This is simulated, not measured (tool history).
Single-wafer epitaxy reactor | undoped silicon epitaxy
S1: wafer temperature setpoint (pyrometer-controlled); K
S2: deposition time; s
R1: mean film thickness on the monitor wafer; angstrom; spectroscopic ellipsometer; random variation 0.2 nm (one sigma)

run 1 hour=0 | S1=948.15 S2=241 | R1=644.45
run 2 hour=7.5 | S1=948.15 S2=210 | R1=564.41
run 3 hour=14.5 | S1=943.15 S2=210 | R1=494.4
run 4 hour=15.6 | S1=940.15 S2=210 | R1=464.12
run 5 hour=17 | S1=940.15 S2=236 | R1=523.77
run 6 hour=25.2 | S1=934.15 S2=236 | R1=451.26
run 7 hour=31.2 | S1=932.15 S2=236 | R1=429.08
run 8 hour=38.8 | S1=931.15 S2=236 | R1=419.17

Forecast run 9:
run 9 hour=40.3 | S1=930.15 S2=236 | R1=?

{"run 9": {"R1": 411.48}}
